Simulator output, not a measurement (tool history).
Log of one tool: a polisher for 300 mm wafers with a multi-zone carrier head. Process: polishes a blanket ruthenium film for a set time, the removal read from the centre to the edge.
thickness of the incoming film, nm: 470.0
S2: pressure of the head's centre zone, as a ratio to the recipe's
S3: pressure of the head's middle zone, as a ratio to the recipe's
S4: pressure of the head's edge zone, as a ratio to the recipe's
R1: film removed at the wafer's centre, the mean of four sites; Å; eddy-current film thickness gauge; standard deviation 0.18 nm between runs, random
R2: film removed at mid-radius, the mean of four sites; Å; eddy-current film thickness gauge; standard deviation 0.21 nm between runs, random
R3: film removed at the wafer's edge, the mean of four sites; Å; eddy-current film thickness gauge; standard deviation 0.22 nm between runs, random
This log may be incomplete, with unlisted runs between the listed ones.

run 1 hour=0.0 | flow_of_slurry_(ml/min)=165 S2=1.00 S3=1.00 S4=1.00 polishing_time_(s)=46 | R1=451.11 R2=456.52 R3=442.46
run 2 hour=0.6 | flow_of_slurry_(ml/min)=160 S2=0.99 S3=0.99 S4=0.98 polishing_time_(s)=43 | R1=408.82 R2=420.47 R3=406.67
run 3 hour=3.7 | flow_of_slurry_(ml/min)=160 S2=0.99 S3=0.98 S4=0.96 polishing_time_(s)=40 | R1=377.07 R2=391.67 R3=374.59
run 4 hour=6.4 | flow_of_slurry_(ml/min)=160 S2=0.99 S3=0.94 S4=0.96 polishing_time_(s)=40 | R1=380.50 R2=376.78 R3=374.33
run 5 hour=13.2 | flow_of_slurry_(ml/min)=160 S2=1.04 S3=0.94 S4=0.96 polishing_time_(s)=40 | R1=400.85 R2=377.19 R3=373.22
run 6 hour=14.0 | flow_of_slurry_(ml/min)=160 S2=1.04 S3=0.94 S4=0.96 polishing_time_(s)=49 | R1=490.91 R2=460.33 R3=458.55
run 7 hour=16.9 | flow_of_slurry_(ml/min)=160 S2=1.03 S3=0.94 S4=0.94 polishing_time_(s)=46 | R1=453.91 R2=432.18 R3=425.13
run 8 hour=21.7 | flow_of_slurry_(ml/min)=145 S2=0.93 S3=0.93 S4=0.84 polishing_time_(s)=33 | R1=287.94 R2=303.92 R3=289.28
run 9 hour=29.1 | flow_of_slurry_(ml/min)=145 S2=0.93 S3=0.93 S4=0.84 polishing_time_(s)=32 | R1=282.69 R2=299.11 R3=277.54
run 10 hour=33.1 | flow_of_slurry_(ml/min)=140 S2=0.93 S3=0.93 S4=0.84 polishing_time_(s)=32 | R1=281.98 R2=296.38 R3=276.79
run 11 hour=36.8 | flow_of_slurry_(ml/min)=135 S2=0.93 S3=0.93 S4=0.84 polishing_time_(s)=32 | R1=278.30 R2=293.68 R3=275.54
run 12 hour=40.7 | flow_of_slurry_(ml/min)=130 S2=0.93 S3=0.93 S4=0.84 polishing_time_(s)=32 | R1=275.61 R2=292.39 R3=278.12
run 13 hour=48.7 | flow_of_slurry_(ml/min)=130 S2=0.93 S3=0.93 S4=0.84 polishing_time_(s)=31 | R1=263.71 R2=282.99 R3=265.69
run 14 hour=52.2 | flow_of_slurry_(ml/min)=125 S2=0.94 S3=0.93 S4=0.82 polishing_time_(s)=31 | R1=271.39 R2=278.00 R3=264.24
run 15 hour=53.0 | flow_of_slurry_(ml/min)=125 S2=0.94 S3=0.94 S4=0.82 polishing_time_(s)=31 | R1=266.41 R2=282.39 R3=260.68

What will run 16 give?
run 16 hour=56.6 | flow_of_slurry_(ml/min)=120 S2=0.94 S3=0.94 S4=0.82 polishing_time_(s)=31 | R1=? R2=? R3=?

{"run 16": {"R1": 266.88, "R2": 281.13, "R3": 257.34}}
